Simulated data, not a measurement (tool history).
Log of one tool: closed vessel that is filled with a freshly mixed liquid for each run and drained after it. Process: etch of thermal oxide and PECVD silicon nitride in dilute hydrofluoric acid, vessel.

| run | day | temperature setpoint of the liquid (°C) | parts of water to one part of 49 % hydrofluoric acid (parts by volume) | time in the liquid (s) | thickness taken off the thermal oxide on a monitor wafer (nm) | thickness taken off the PECVD silicon nitride on a monitor wafer (nm) |
|---|---|---|---|---|---|---|
| 1 | 0.000 | 20.0 | 60 | 360 | 25.223 | 30.189 |
| 2 | 0.196 | 20.5 | 70 | 365 | 22.128 | 27.690 |
| 3 | 0.388 | 18.0 | 70 | 365 | 19.786 | 23.126 |
| 4 | 0.412 | 18.5 | 75 | 370 | 19.126 | 22.760 |
| 5 | 0.454 | 18.5 | 75 | 425 | 22.117 | 26.137 |
|  | 0.517 | hydrofluoric acid flow meter replaced |
| 6 | 0.517 | 18.5 | 95 | 425 | 15.438 | 19.249 |
| 7 | 0.725 | 19.0 | 100 | 430 | 15.295 | 19.261 |

What will run 8 give?
| 8 | 0.858 | 19.5 | 100 | 425 | ? | ? |

thickness taken off the thermal oxide on a monitor wafer (nm): 15.510
thickness taken off the PECVD silicon nitride on a monitor wafer (nm): 19.755
